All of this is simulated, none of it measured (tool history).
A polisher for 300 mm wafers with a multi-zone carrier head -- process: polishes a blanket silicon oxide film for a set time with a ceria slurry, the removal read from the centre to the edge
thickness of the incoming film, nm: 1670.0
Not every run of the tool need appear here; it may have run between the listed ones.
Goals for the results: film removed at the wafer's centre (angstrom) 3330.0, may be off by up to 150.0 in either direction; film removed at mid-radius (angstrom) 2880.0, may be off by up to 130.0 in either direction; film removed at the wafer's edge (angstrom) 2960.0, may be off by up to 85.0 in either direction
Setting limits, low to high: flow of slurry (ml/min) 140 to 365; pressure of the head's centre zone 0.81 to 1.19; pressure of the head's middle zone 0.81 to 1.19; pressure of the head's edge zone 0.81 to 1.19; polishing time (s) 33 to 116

run,hour,flow of slurry (ml/min),pressure of the head's centre zone,pressure of the head's middle zone,pressure of the head's edge zone,polishing time (s),film removed at the wafer's centre (angstrom),film removed at mid-radius (angstrom),film removed at the wafer's edge (angstrom)
1,0.0,235,1.00,1.00,1.00,74,3597.9,3622.5,3548.9
2,0.6,235,1.01,0.98,0.98,73,3547.4,3503.0,3464.6
3,8.2,235,1.02,0.97,0.96,72,3596.1,3394.4,3390.6
4,16.2,230,1.02,0.96,0.94,71,3534.0,3395.3,3286.0
5,20.4,230,1.02,0.96,0.94,56,2753.4,2597.7,2616.6
6,24.2,235,1.03,0.97,0.95,57,2806.6,2692.6,2644.8
7,25.5,235,1.04,0.97,0.96,58,2951.7,2825.1,2680.4
8,27.6,265,1.07,0.87,1.06,61,3094.8,2747.4,3045.7
9,33.4,265,1.08,0.88,1.06,61,3255.2,2701.5,3050.1

Next run, 4 choices. One meets every target within its allowed miss, the rest don't. Which?
A,39.2,250,1.03,0.86,1.06,63,?,?,?
B,39.2,240,1.09,0.87,1.05,66,?,?,?
C,39.2,280,1.10,0.95,1.02,61,?,?,?
D,39.2,275,1.00,0.83,1.09,62,?,?,?

move,film removed at the wafer's centre (angstrom),film removed at mid-radius (angstrom),film removed at the wafer's edge (angstrom)
A,3113.9,2765.9,3126.4
B,3409.5,2909.2,3251.0
C,3222.9,2891.1,2988.4
D,3014.9,2680.0,3139.7
A: puts the biggest miss on target and leaves a different result outside tolerance
B: puts the biggest miss on target and leaves a different result outside tolerance
C: in spec on every target
D: misses by more than the last run did
Answer: C

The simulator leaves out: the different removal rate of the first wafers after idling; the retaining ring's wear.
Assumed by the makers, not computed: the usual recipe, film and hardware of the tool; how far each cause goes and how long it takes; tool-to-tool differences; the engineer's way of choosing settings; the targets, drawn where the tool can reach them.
